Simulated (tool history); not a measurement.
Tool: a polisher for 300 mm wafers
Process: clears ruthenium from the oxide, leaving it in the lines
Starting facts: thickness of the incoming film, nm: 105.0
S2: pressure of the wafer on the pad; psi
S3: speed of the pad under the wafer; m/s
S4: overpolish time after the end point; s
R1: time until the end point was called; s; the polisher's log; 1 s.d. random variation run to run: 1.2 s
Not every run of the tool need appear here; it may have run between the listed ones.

Run 1, hour 0: flow of slurry (ml/min) 205, S2 2.1 psi, S3 0.88 m/s, S4 36 s. Result: R1 124.75 s.
Run 2, hour 7.7: flow of slurry (ml/min) 205, S2 2.1 psi, S3 0.88 m/s, S4 38 s. Result: R1 123.78 s.
Run 3, hour 13.9: flow of slurry (ml/min) 205, S2 2.1 psi, S3 0.88 m/s, S4 36 s. Result: R1 127.28 s.
Run 4, hour 17.2: flow of slurry (ml/min) 205, S2 2.1 psi, S3 0.88 m/s, S4 36 s. Result: R1 125.74 s.
Run 5, hour 23: flow of slurry (ml/min) 205, S2 2.1 psi, S3 0.88 m/s, S4 36 s. Result: R1 124.57 s.
Run 6, hour 23.8: flow of slurry (ml/min) 250, S2 2.1 psi, S3 0.88 m/s, S4 36 s. Result: R1 124.5 s.

What will run 7 give?
Run 7, hour 29.1: flow of slurry (ml/min) 250, S2 2.2 psi, S3 0.88 m/s, S4 36 s. Result: R1 ?.

{"run 7": {"R1": 117.49}}
